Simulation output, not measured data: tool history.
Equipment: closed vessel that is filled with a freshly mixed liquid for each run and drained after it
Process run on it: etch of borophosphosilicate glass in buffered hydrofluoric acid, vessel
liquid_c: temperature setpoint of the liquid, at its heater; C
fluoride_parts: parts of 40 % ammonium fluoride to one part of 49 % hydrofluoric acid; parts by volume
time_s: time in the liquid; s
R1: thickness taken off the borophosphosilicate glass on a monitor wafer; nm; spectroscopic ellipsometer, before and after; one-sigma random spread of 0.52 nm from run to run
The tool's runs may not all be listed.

Run 1, hour 0: liquid_c 24 C, fluoride_parts 22.5 parts by volume, time_s 30 s. Result: R1 21.847 nm.
Run 2, hour 1.1: liquid_c 25.5 C, fluoride_parts 19.5 parts by volume, time_s 30 s. Result: R1 26.109 nm.
Run 3, hour 3.8: liquid_c 27 C, fluoride_parts 17 parts by volume, time_s 30 s. Result: R1 31.064 nm.
Run 4, hour 11.7: liquid_c 27 C, fluoride_parts 13 parts by volume, time_s 30 s. Result: R1 40.646 nm.
Run 5, hour 13.1: liquid_c 28 C, fluoride_parts 12 parts by volume, time_s 30 s. Result: R1 47.014 nm.
Run 6, hour 16.8: liquid_c 29 C, fluoride_parts 11.5 parts by volume, time_s 30 s. Result: R1 50.804 nm.
Run 7, hour 18.8: liquid_c 29.5 C, fluoride_parts 11 parts by volume, time_s 30 s. Result: R1 54.29 nm.
Run 8, hour 20.9: liquid_c 30 C, fluoride_parts 11 parts by volume, time_s 30 s. Result: R1 56.9 nm.
Run 9, hour 28.4: liquid_c 30.5 C, fluoride_parts 11 parts by volume, time_s 30 s. Result: R1 57.769 nm.
Run 10, hour 36.2: liquid_c 31 C, fluoride_parts 11 parts by volume, time_s 30 s. Result: R1 58.965 nm.
Run 11, hour 43.7: liquid_c 31 C, fluoride_parts 10.5 parts by volume, time_s 30 s. Result: R1 62.81 nm.

For run 12, what comes out?
Run 12, hour 52.7: liquid_c 31.5 C, fluoride_parts 10.5 parts by volume, time_s 30 s. Result: R1 ?.

R1: 63.983 nm
